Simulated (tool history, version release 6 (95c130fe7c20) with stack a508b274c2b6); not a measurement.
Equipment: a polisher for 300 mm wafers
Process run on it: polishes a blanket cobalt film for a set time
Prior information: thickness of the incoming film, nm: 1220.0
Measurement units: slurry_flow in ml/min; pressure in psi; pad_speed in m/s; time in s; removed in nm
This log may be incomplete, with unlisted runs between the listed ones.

run 1 hour=0 | slurry_flow=130 pressure=1.4 pad_speed=0.96 time=35 | removed=93.791
run 2 hour=1.1 | slurry_flow=125 pressure=1.2 pad_speed=0.94 time=35 | removed=80.914
run 3 hour=9.5 | slurry_flow=125 pressure=1.5 pad_speed=0.94 time=35 | removed=99.716
run 4 hour=11.6 | slurry_flow=125 pressure=1.5 pad_speed=1.16 time=35 | removed=122.34
run 5 hour=18.3 | slurry_flow=125 pressure=1.3 pad_speed=1.08 time=35 | removed=100.09
run 6 hour=25.4 | slurry_flow=125 pressure=1.3 pad_speed=0.84 time=35 | removed=77.253
run 7 hour=28 | slurry_flow=125 pressure=1.3 pad_speed=0.84 time=35 | removed=77.3
run 8 hour=29.9 | slurry_flow=125 pressure=1.1 pad_speed=0.84 time=35 | removed=67.164

Forecast run 9:
run 9 hour=37.6 | slurry_flow=125 pressure=1 pad_speed=0.84 time=35 | removed=?

removed: 62.475 nm
